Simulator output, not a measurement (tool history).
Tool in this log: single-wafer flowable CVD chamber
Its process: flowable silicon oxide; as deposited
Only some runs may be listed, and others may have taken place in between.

| run | hour | heater temperature setpoint (K) | chamber pressure (Pa) | RF power (kW) | deposition time (s) | mean film thickness on the monitor wafer (angstrom) |
|---|---|---|---|---|---|---|
| 1 | 0 | 368.15 | 145 | 1.725 | 246 | 2646 |
| 2 | 2 | 367.15 | 145 | 1.725 | 246 | 2728.9 |
| 3 | 10.7 | 366.15 | 145 | 1.725 | 246 | 2816.2 |
| 4 | 13.9 | 365.15 | 145 | 1.725 | 246 | 2903.2 |
| 5 | 15.8 | 364.15 | 145 | 1.725 | 246 | 2989.4 |
| 6 | 19.8 | 363.15 | 145 | 1.725 | 246 | 3079.8 |

The next listed run, before its measurement:
| 7 | 21.1 | 362.15 | 145 | 1.725 | 246 | ? |

Run 7 measured mean film thickness on the monitor wafer (angstrom) 3180.7.

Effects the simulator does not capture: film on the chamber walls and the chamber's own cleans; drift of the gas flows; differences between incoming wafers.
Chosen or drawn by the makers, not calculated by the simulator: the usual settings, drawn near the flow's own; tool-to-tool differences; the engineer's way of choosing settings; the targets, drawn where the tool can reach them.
